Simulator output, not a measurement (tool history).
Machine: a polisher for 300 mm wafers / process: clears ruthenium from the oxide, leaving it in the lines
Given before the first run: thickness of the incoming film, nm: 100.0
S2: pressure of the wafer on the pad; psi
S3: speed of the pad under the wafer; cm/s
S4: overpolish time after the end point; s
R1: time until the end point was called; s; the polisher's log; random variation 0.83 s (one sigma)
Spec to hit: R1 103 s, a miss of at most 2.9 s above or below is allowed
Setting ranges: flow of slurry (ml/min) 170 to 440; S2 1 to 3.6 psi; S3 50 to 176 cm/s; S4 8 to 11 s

Run 1, day 0: flow of slurry (ml/min) 280, S2 2.3 psi, S3 112 cm/s, S4 11 s. Result: R1 59.731 s.
Run 2, day 0.242: flow of slurry (ml/min) 280, S2 2.8 psi, S3 112 cm/s, S4 11 s. Result: R1 48.347 s.
Run 3, day 0.471: flow of slurry (ml/min) 280, S2 2.4 psi, S3 112 cm/s, S4 11 s. Result: R1 56.909 s.
Run 4, day 0.562: flow of slurry (ml/min) 280, S2 2 psi, S3 112 cm/s, S4 11 s. Result: R1 68.116 s.
Run 5, day 0.733: flow of slurry (ml/min) 280, S2 2.5 psi, S3 112 cm/s, S4 11 s. Result: R1 54.688 s.
Run 6, day 0.762: flow of slurry (ml/min) 280, S2 2.2 psi, S3 112 cm/s, S4 11 s. Result: R1 61.389 s.
Run 7, day 0.933: flow of slurry (ml/min) 280, S2 1.9 psi, S3 112 cm/s, S4 11 s. Result: R1 71.497 s.
Run 8, day 1.208: flow of slurry (ml/min) 280, S2 1.7 psi, S3 112 cm/s, S4 11 s. Result: R1 79.943 s.
Run 9, day 1.267: flow of slurry (ml/min) 280, S2 1.6 psi, S3 112 cm/s, S4 11 s. Result: R1 82.689 s.
Run 10, day 1.433: flow of slurry (ml/min) 280, S2 1.5 psi, S3 112 cm/s, S4 11 s. Result: R1 90.5 s.
Run 11, day 1.767: flow of slurry (ml/min) 280, S2 1.4 psi, S3 112 cm/s, S4 11 s. Result: R1 94.919 s.

Exercise: of the 5 proposed moves below, exactly one satisfies all targets within the stated allowed misses. Which move is it?
Run A, day 2.1: flow of slurry (ml/min) 285, S2 1.3 psi, S3 118 cm/s, S4 11 s. Result: R1 ?.
Run B, day 2.1: flow of slurry (ml/min) 300, S2 1.7 psi, S3 104 cm/s, S4 11 s. Result: R1 ?.
Run C, day 2.1: flow of slurry (ml/min) 255, S2 1.3 psi, S3 120 cm/s, S4 10 s. Result: R1 ?.
Run D, day 2.1: flow of slurry (ml/min) 270, S2 1.3 psi, S3 124 cm/s, S4 10 s. Result: R1 ?.
Run E, day 2.1: flow of slurry (ml/min) 265, S2 1.1 psi, S3 134 cm/s, S4 11 s. Result: R1 ?.

move      R1
   A  97.961
   B  83.859
   C  97.337
   D  94.329
   E  103.57
A: gains on the last run, yet a result remains outside its allowed miss
B: moves away from the targets compared with the last run
C: gains on the last run, yet a result remains outside its allowed miss
D: moves away from the targets compared with the last run
E: every result within its allowed miss
The move that meets every target is E.

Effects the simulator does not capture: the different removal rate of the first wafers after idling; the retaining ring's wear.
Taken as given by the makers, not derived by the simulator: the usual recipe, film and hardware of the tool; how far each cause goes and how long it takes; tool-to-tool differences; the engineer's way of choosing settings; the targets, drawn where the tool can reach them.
